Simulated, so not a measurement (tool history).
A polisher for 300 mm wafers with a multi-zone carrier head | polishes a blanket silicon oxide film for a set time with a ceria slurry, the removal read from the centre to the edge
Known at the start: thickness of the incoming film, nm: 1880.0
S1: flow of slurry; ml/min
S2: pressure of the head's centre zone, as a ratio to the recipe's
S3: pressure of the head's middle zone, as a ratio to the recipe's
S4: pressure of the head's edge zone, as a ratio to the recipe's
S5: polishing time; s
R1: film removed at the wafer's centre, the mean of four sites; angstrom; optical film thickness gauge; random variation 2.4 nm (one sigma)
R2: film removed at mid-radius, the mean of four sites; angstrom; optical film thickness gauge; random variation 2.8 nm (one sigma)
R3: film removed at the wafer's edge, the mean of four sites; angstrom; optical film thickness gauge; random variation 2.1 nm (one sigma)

run 1 hour=0.0 | S1=255 S2=1.00 S3=1.00 S4=1.00 S5=57 | R1=3576.1 R2=3673.5 R3=3697.7
run 2 hour=5.3 | S1=255 S2=1.05 S3=1.00 S4=1.00 S5=57 | R1=3850.5 R2=3550.4 R3=3630.2
run 3 hour=13.0 | S1=255 S2=1.05 S3=0.92 S4=1.00 S5=57 | R1=3807.5 R2=3416.7 R3=3585.3
run 4 hour=18.2 | S1=255 S2=1.05 S3=0.92 S4=1.00 S5=50 | R1=3367.2 R2=2886.3 R3=3169.2
run 5 hour=20.5 | S1=255 S2=1.05 S3=0.92 S4=1.04 S5=50 | R1=3352.3 R2=2915.4 R3=3277.2
run 6 hour=29.0 | S1=255 S2=1.05 S3=0.92 S4=1.04 S5=64 | R1=4261.7 R2=3829.4 R3=4186.9

Run 7 comes next. What will it give?
run 7 hour=34.9 | S1=255 S2=1.05 S3=0.91 S4=1.01 S5=58 | R1=? R2=? R3=?

{"run 7": {"R1": 3900.9, "R2": 3324.7, "R3": 3713.6}}
